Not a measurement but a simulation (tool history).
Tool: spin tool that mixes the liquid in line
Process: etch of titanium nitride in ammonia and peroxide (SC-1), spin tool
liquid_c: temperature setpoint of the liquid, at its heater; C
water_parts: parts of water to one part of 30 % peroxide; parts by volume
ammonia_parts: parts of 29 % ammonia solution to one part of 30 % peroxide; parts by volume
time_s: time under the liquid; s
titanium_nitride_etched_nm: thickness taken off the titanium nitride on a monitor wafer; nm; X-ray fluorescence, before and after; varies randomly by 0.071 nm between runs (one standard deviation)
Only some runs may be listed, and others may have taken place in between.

run    day  liquid_c  water_parts  ammonia_parts  time_s  titanium_nitride_etched_nm
  1      0        63            7            0.4      80                      18.792
  2  0.254        63            7            0.4      80                      18.867
  3  0.488        63            7            0.3      80                      17.719
  4  0.621        63            7           0.35      80                      18.411
  5  0.667        63          8.5           0.35      80                      16.715
  6  0.942        61          8.5           0.35      80                      14.947
  7  1.171      59.5          8.5           0.35      80                      13.348
  8  1.533      58.5          8.5           0.35      80                       12.31
  9  1.617      57.5          8.5           0.35      80                      11.678
 10  1.758        57          8.5           0.35      80                      11.433
 11      2      56.5          8.5           0.35      80                      10.954
 12  2.221        56          8.5           0.35      80                      10.583

Estimate the outcome of run 13 from the log above:
 13  2.317      55.5          8.5           0.35      80                           ?

{"run 13": {"titanium_nitride_etched_nm": 10.157}}

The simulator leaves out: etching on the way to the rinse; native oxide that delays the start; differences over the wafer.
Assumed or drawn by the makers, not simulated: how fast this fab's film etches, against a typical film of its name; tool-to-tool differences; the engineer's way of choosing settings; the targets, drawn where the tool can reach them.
